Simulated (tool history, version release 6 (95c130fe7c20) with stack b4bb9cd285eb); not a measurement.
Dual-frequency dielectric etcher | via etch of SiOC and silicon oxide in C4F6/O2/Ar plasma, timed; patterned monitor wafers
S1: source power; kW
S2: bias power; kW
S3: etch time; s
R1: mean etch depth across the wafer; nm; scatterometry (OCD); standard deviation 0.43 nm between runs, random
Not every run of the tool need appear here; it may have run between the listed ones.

run,hour,S1,S2,S3,R1
1,0,0.42,0.141,97,117.72
2,8.3,0.47,0.141,97,123.97
3,15.7,0.5,0.141,97,127.3
4,20,0.5,0.141,97,128.16
5,22.1,0.47,0.141,97,125.85
6,28.4,0.43,0.13,97,115.52
7,36.6,0.4,0.123,97,110.55
8,37.7,0.37,0.117,97,104.48
9,40.5,0.35,0.113,97,99.719
10,41.8,0.34,0.112,97,98.191

Run 11 comes next. What will it give?
11,44.5,0.33,0.111,97,?

For run 11 the tool returned R1 96.104 nm.

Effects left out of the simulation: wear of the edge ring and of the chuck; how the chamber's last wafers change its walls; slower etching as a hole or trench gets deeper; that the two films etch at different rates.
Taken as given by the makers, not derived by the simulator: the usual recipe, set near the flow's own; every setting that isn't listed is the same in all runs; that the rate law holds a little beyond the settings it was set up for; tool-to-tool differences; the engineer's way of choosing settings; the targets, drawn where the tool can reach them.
